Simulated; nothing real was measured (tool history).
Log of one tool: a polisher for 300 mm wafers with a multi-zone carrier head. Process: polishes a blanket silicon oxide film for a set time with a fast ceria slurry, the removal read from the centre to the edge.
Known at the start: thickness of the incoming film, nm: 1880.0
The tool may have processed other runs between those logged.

| run | day | flow of slurry (ml/min) | pressure of the head's centre zone | pressure of the head's middle zone | pressure of the head's edge zone | polishing time (s) | film removed at the wafer's centre (nm) | film removed at mid-radius (nm) | film removed at the wafer's edge (nm) |
|---|---|---|---|---|---|---|---|---|---|
| 1 | 0.000 | 175 | 1.00 | 1.00 | 1.00 | 56 | 472.55 | 480.11 | 502.56 |
| 2 | 0.071 | 155 | 1.00 | 1.00 | 1.00 | 56 | 471.45 | 472.11 | 505.15 |
| 3 | 0.342 | 150 | 0.95 | 0.95 | 1.00 | 50 | 408.31 | 403.80 | 443.10 |
| 4 | 0.512 | 150 | 0.95 | 0.95 | 1.00 | 55 | 435.87 | 441.15 | 485.19 |
| 5 | 0.879 | 140 | 0.90 | 0.92 | 1.03 | 50 | 362.45 | 392.73 | 453.12 |
| 6 | 1.154 | 140 | 0.90 | 0.92 | 1.08 | 50 | 373.52 | 392.82 | 459.41 |

For run 7, what comes out?
| 7 | 1.304 | 135 | 0.88 | 0.89 | 1.06 | 47 | ? | ? | ? |

film removed at the wafer's centre (nm): 340.70
film removed at mid-radius (nm): 354.73
film removed at the wafer's edge (nm): 423.71

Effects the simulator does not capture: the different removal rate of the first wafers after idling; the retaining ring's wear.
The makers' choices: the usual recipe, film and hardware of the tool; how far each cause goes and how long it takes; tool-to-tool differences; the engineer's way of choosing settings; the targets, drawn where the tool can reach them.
